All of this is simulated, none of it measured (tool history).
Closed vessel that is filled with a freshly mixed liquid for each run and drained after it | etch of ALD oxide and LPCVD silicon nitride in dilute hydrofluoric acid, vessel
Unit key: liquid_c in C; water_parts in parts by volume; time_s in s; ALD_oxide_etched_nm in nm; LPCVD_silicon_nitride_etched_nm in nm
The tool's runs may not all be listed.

run,hour,liquid_c,water_parts,time_s,ALD_oxide_etched_nm,LPCVD_silicon_nitride_etched_nm
1,0.0,22.0,155,460,49.636,1.24620
2,1.9,21.0,165,455,45.173,1.09040
3,10.7,20.5,175,455,40.656,0.98199
4,17.8,20.5,175,365,32.860,0.81040
5,25.9,21.5,175,365,33.588,0.84164
6,30.7,21.5,175,495,46.219,1.15670
7,36.6,21.5,175,495,46.215,1.13020
8,39.5,20.5,185,495,41.679,1.03100
9,40.2,20.0,190,485,38.684,0.94513
10,42.3,19.5,195,480,35.949,0.86499
11,49.2,19.0,200,475,33.703,0.83959
12,56.7,17.0,205,385,24.721,0.57180

Run 13 comes next. What will it give?
13,59.1,17.0,205,380,?,?

ALD_oxide_etched_nm: 24.288 nm
LPCVD_silicon_nitride_etched_nm: 0.56209 nm
